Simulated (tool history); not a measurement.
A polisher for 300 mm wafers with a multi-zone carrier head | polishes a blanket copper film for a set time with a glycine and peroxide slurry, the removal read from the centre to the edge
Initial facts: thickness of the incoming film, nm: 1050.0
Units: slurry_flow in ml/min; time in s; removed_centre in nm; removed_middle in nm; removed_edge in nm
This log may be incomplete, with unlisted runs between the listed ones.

run,day,slurry_flow,centre_zone,middle_zone,edge_zone,time,removed_centre,removed_middle,removed_edge
1,0,135,1,1,1,63,400.7,415.3,419.43
2,0.292,160,1,1,1,63,415.09,429.08,435.63
3,0.638,190,1,1,1,63,428.12,438.47,445.93
4,0.992,190,1,1,0.93,63,433.4,446.2,426.46
5,1.292,160,1,1,0.93,63,414.22,422.98,417.73
6,1.492,190,1,1,0.93,63,434.18,430.18,429.18
7,1.833,190,1.01,1,0.95,64,438.88,453.92,438.86
8,2.15,190,1.02,1,0.96,65,453.1,458.7,442.57

Run 9 has not been measured yet. What should we expect?
9,2.279,190,1.02,1,0.97,66,?,?,?

Run 9 produced removed_centre 458.93 nm, removed_middle 461.68 nm, removed_edge 462.57 nm.
